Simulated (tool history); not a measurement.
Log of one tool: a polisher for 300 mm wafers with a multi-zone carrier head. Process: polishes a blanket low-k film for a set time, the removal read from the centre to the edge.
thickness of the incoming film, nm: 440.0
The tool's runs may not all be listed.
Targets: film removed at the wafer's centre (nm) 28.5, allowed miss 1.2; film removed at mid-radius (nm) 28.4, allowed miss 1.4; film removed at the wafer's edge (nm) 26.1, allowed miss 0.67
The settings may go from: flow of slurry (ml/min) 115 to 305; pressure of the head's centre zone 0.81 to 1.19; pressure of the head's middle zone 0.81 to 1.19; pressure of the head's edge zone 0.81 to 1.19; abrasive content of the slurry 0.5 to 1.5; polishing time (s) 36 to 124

run,hour,flow of slurry (ml/min),pressure of the head's centre zone,pressure of the head's middle zone,pressure of the head's edge zone,abrasive content of the slurry,polishing time (s),film removed at the wafer's centre (nm),film removed at mid-radius (nm),film removed at the wafer's edge (nm)
1,0,195,1,1,1,1,79,34.475,32.619,33.036
2,1.7,190,0.99,1,0.97,0.95,79,33.333,31.714,31.565
3,6.7,190,0.99,1,0.97,0.95,96,40.326,38.338,38.423
4,13,190,0.99,1,0.97,0.95,83,35.109,32.685,33.103
5,15,240,0.99,1,0.97,0.95,83,35.273,34.744,34.407
6,18.7,225,0.98,1,0.94,0.9,83,34.672,33.444,32.451
7,23,215,0.96,1,0.92,0.85,83,32.383,32.377,31.633
8,28.3,205,0.96,1.01,0.9,0.8,83,31.865,31.433,30.78

4 next moves are on the table. One of them brings every result within its allowed miss. Which?
A,33.6,145,0.99,1.03,0.83,0.7,81,?,?,?
B,33.6,215,0.81,0.87,1.05,0.85,90,?,?,?
C,33.6,240,0.86,1.19,0.86,0.9,69,?,?,?
D,33.6,240,1.01,1.11,0.88,0.95,69,?,?,?

move,film removed at the wafer's centre (nm),film removed at mid-radius (nm),film removed at the wafer's edge (nm)
A,28.026,27.986,26.073
B,30.2,30.958,36.553
C,25.34,32.057,26.228
D,29.713,30.796,27.082
A: meets every target
B: further off than the last run
C: brings the result that was furthest off to its target, and leaves another outside
D: nearer than the last run, and not there yet
Answer: A

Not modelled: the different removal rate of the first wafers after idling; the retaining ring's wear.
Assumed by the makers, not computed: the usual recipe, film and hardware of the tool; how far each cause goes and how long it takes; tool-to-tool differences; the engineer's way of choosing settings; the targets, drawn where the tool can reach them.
